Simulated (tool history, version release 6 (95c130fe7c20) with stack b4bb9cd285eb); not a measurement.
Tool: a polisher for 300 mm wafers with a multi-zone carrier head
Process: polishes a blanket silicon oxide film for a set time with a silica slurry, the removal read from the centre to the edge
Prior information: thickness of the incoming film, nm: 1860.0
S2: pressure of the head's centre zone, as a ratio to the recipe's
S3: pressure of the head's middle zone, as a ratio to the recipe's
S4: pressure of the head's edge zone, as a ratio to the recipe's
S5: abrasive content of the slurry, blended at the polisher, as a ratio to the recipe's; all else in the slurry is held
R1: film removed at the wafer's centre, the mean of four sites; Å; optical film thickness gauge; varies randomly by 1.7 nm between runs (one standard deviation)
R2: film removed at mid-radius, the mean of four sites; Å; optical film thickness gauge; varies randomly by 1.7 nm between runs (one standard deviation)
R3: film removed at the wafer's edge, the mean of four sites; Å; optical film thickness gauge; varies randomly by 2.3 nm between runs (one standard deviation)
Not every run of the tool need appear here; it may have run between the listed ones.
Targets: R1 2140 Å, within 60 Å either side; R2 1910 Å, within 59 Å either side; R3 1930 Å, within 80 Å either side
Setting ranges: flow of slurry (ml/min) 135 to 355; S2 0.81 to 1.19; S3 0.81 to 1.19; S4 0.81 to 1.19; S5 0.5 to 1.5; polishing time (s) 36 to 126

run 1 hour=0 | flow_of_slurry_(ml/min)=225 S2=1 S3=1 S4=1 S5=1 polishing_time_(s)=81 | R1=2887.8 R2=2920.1 R3=2938.9
run 2 hour=7.9 | flow_of_slurry_(ml/min)=225 S2=1 S3=0.94 S4=1 S5=1 polishing_time_(s)=81 | R1=2913.6 R2=2734.1 R3=2864.2
run 3 hour=11.8 | flow_of_slurry_(ml/min)=225 S2=0.99 S3=0.92 S4=0.97 S5=0.9 polishing_time_(s)=80 | R1=2723.2 R2=2556.7 R3=2759.4
run 4 hour=13.2 | flow_of_slurry_(ml/min)=225 S2=0.99 S3=0.99 S4=0.97 S5=0.9 polishing_time_(s)=80 | R1=2716.8 R2=2680.7 R3=2774.8
run 5 hour=15.7 | flow_of_slurry_(ml/min)=225 S2=0.99 S3=0.99 S4=0.97 S5=1.1 polishing_time_(s)=80 | R1=2879.4 R2=2929.2 R3=2972.6
run 6 hour=20.9 | flow_of_slurry_(ml/min)=230 S2=1.01 S3=0.99 S4=0.95 S5=1 polishing_time_(s)=77 | R1=2772.6 R2=2719.4 R3=2752.9
run 7 hour=22.8 | flow_of_slurry_(ml/min)=235 S2=1.02 S3=0.94 S4=0.85 S5=0.75 polishing_time_(s)=66 | R1=2188.6 R2=2052.8 R3=2031.4
run 8 hour=26.4 | flow_of_slurry_(ml/min)=230 S2=1.02 S3=0.93 S4=0.84 S5=0.75 polishing_time_(s)=66 | R1=2181.3 R2=2021.3 R3=1987.2
-- hour=32.7 worn pad replaced by a new one
run 9 hour=32.7 | flow_of_slurry_(ml/min)=225 S2=1.02 S3=0.92 S4=0.84 S5=0.75 polishing_time_(s)=66 | R1=2416.3 R2=2253.9 R3=2321.9
run 10 hour=39.6 | flow_of_slurry_(ml/min)=235 S2=1.02 S3=0.92 S4=0.85 S5=0.75 polishing_time_(s)=66 | R1=2463.8 R2=2249.8 R3=2291.2
run 11 hour=45.3 | flow_of_slurry_(ml/min)=220 S2=1.03 S3=0.93 S4=0.85 S5=0.7 polishing_time_(s)=66 | R1=2438.7 R2=2216.4 R3=2225
run 12 hour=50.2 | flow_of_slurry_(ml/min)=235 S2=1.03 S3=0.92 S4=0.85 S5=0.7 polishing_time_(s)=66 | R1=2458.5 R2=2193 R3=2259.8

Below are 4 possible settings for the next run. Only one of them brings all results inside the allowed miss of their targets. Which is it?
run A hour=55.1 | flow_of_slurry_(ml/min)=240 S2=1.02 S3=0.91 S4=0.89 S5=0.75 polishing_time_(s)=74 | R1=? R2=? R3=?
run B hour=55.1 | flow_of_slurry_(ml/min)=230 S2=1.03 S3=0.9 S4=0.81 S5=0.85 polishing_time_(s)=54 | R1=? R2=? R3=?
run C hour=55.1 | flow_of_slurry_(ml/min)=285 S2=1.15 S3=1.05 S4=0.81 S5=0.6 polishing_time_(s)=57 | R1=? R2=? R3=?
run D hour=55.1 | flow_of_slurry_(ml/min)=175 S2=0.94 S3=0.81 S4=1.02 S5=0.75 polishing_time_(s)=59 | R1=? R2=? R3=?

move=A R1=2756.5 R2=2516.7 R3=2612.8
move=B R1=2106.4 R2=1889 R3=1900.1
move=C R1=2260.8 R2=2064.6 R3=1811.7
move=D R1=1937.6 R2=1750.1 R3=2157.1
A: misses by more than the last run did
B: all results in spec
C: closer than the last run, but not yet in spec
D: moves the result that the last run missed by most past its target, out the other side
Correct choice: B, which meets every target

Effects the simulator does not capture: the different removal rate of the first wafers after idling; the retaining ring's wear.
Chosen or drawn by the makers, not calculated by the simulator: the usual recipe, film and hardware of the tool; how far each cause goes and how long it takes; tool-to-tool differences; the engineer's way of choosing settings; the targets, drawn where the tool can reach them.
